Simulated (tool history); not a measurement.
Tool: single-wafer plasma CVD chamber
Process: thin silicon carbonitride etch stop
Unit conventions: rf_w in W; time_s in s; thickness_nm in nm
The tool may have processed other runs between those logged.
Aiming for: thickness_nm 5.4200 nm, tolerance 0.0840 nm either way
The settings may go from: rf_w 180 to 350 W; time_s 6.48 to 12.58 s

run 1 hour=0.0 | rf_w=265 time_s=9.53 | thickness_nm=5.8145
run 2 hour=2.8 | rf_w=250 time_s=9.47 | thickness_nm=5.6972
run 3 hour=9.0 | rf_w=240 time_s=9.42 | thickness_nm=5.5743
run 4 hour=14.4 | rf_w=240 time_s=10.07 | thickness_nm=5.9854
run 5 hour=18.3 | rf_w=225 time_s=9.92 | thickness_nm=5.7421
run 6 hour=26.4 | rf_w=225 time_s=11.18 | thickness_nm=6.4837
run 7 hour=32.6 | rf_w=225 time_s=11.18 | thickness_nm=6.5093
run 8 hour=33.3 | rf_w=210 time_s=10.71 | thickness_nm=6.0809
run 9 hour=41.4 | rf_w=180 time_s=9.74 | thickness_nm=5.2880

Below are 5 possible settings for the next run. Only one of them brings all results inside the allowed miss of their targets. Which is it?
run A hour=49.5 | rf_w=180 time_s=9.19 | thickness_nm=?
run B hour=49.5 | rf_w=185 time_s=9.53 | thickness_nm=?
run C hour=49.5 | rf_w=180 time_s=9.57 | thickness_nm=?
run D hour=49.5 | rf_w=180 time_s=9.94 | thickness_nm=?
run E hour=49.5 | rf_w=180 time_s=9.47 | thickness_nm=?

move=A thickness_nm=5.0478
move=B thickness_nm=5.2756
move=C thickness_nm=5.2565
move=D thickness_nm=5.4597
move=E thickness_nm=5.2016
A: the biggest miss grows against the last run
B: the biggest miss grows against the last run
C: the biggest miss grows against the last run
D: meets every target
E: the biggest miss grows against the last run
Move D is the one to make.

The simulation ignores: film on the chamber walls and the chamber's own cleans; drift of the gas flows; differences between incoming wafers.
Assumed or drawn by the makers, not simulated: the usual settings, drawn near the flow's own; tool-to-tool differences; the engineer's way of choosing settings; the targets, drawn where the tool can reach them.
